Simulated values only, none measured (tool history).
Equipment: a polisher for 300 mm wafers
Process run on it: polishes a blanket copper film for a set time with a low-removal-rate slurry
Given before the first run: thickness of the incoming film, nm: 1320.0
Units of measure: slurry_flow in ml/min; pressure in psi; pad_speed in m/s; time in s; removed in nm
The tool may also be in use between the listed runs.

run,hour,slurry_flow,pressure,pad_speed,slurry_solids,time,removed
1,0.0,200,2.8,1.04,1.0,91,235.11
2,4.5,200,3.1,1.04,1.0,91,259.90
3,8.1,200,2.9,1.04,1.0,91,241.61
4,9.4,200,2.9,1.28,1.0,91,302.09
5,16.5,200,2.9,1.28,1.0,95,313.27
6,17.4,200,2.6,1.28,1.0,95,289.22
7,25.4,200,2.3,1.26,1.0,95,263.94

What will run 8 give?
8,32.0,200,2.1,1.24,1.0,95,?

{"run 8": {"removed": 241.98}}

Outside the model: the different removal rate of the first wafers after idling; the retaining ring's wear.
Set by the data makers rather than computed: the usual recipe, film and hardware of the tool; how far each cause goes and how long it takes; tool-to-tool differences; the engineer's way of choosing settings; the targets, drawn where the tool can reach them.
